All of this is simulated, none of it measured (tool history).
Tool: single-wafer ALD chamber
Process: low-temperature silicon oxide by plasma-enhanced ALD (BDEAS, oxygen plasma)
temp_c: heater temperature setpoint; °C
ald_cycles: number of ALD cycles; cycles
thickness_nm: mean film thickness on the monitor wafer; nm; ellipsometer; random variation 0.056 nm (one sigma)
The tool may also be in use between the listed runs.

Run 1, day 0.000: temp_c 115 °C, ald_cycles 60 cycles. Result: thickness_nm 8.0686 nm.
Run 2, day 0.138: temp_c 115 °C, ald_cycles 68 cycles. Result: thickness_nm 9.2023 nm.
Run 3, day 0.246: temp_c 114 °C, ald_cycles 69 cycles. Result: thickness_nm 9.3399 nm.
Run 4, day 0.321: temp_c 114 °C, ald_cycles 77 cycles. Result: thickness_nm 10.4780 nm.
Run 5, day 0.600: temp_c 114 °C, ald_cycles 79 cycles. Result: thickness_nm 10.5830 nm.
Run 6, day 0.775: temp_c 115 °C, ald_cycles 78 cycles. Result: thickness_nm 10.4760 nm.
Run 7, day 1.046: temp_c 117 °C, ald_cycles 77 cycles. Result: thickness_nm 10.2870 nm.

The next listed run, before its measurement:
Run 8, day 1.217: temp_c 117 °C, ald_cycles 77 cycles. Result: thickness_nm ?.

thickness_nm: 10.3300 nm

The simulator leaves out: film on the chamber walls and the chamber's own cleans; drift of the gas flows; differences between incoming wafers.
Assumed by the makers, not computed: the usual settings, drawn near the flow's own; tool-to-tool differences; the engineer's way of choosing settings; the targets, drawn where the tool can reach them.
